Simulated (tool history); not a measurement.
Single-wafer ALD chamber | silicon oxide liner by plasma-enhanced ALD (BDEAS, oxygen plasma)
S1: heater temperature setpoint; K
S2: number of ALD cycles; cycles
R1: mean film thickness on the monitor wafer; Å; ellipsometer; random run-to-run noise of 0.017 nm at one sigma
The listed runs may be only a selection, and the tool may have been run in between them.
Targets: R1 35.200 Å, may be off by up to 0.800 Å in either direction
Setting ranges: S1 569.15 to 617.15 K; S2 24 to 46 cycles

| run | hour | S1 | S2 | R1 |
|---|---|---|---|---|
| 1 | 0.0 | 593.15 | 35 | 30.617 |
| 2 | 8.2 | 593.15 | 33 | 28.966 |
| 3 | 16.9 | 593.15 | 34 | 29.812 |
| 4 | 19.8 | 593.15 | 36 | 31.648 |
| 5 | 27.9 | 593.15 | 37 | 32.454 |
| 6 | 31.9 | 593.15 | 34 | 30.012 |
| 7 | 39.4 | 593.15 | 35 | 30.820 |
| 8 | 46.3 | 593.15 | 36 | 31.690 |
| 9 | 47.7 | 593.15 | 37 | 32.543 |
| 10 | 54.0 | 593.15 | 37 | 32.395 |
| 11 | 60.0 | 593.15 | 37 | 32.591 |
| 12 | 63.3 | 593.15 | 39 | 34.200 |

Which one of the following 4 next-run settings gets every result inside its allowed miss? There is exactly one.
| A | 66.6 | 593.15 | 40 | ? |
| B | 66.6 | 593.15 | 37 | ? |
| C | 66.6 | 586.15 | 42 | ? |
| D | 66.6 | 598.15 | 38 | ? |

| move | R1 |
|---|---|
| A | 35.441 |
| B | 32.783 |
| C | 37.640 |
| D | 33.393 |
A: all results land within tolerance of their targets
B: its largest miss is bigger than the last run's
C: takes the result that was furthest off past its target
D: its largest miss is bigger than the last run's
The move that meets every target is A.
